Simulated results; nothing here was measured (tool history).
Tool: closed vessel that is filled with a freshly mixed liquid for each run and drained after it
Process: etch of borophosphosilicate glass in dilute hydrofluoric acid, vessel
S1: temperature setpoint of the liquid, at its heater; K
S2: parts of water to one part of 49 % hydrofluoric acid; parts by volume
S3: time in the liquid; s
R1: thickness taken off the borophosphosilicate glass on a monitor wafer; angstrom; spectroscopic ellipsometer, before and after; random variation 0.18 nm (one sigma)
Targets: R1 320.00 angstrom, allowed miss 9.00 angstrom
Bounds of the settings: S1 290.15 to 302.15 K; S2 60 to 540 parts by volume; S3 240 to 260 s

run  hour      S1   S2   S3      R1
  1   0.0  294.15  300  240  217.17
  2   4.9  294.15  255  240  267.58
  3   9.2  295.15  255  240  275.44
  4  15.2  295.15  175  240  439.43
  5  19.9  294.15  180  240  409.60
  6  28.0  293.15  185  240  379.61
  7  30.5  292.65  190  240  357.93
  8  38.9  292.15  190  240  349.06
  9  41.0  291.65  190  240  343.82
 10  48.6  291.15  190  240  337.49
 11  53.6  290.65  190  240  334.92

Which of these 5 next moves meets every target?
  A  58.6  294.15  235  260   ?
  B  58.6  290.15  185  245   ?
  C  58.6  290.15  195  260   ?
  D  58.6  290.65  195  260   ?
  E  58.6  290.15  180  240   ?

move      R1
   A  321.79
   B  345.82
   C  344.96
   D  351.91
   E  349.80
A: meets every target
B: further off than the last run
C: further off than the last run
D: further off than the last run
E: further off than the last run
Answer: A
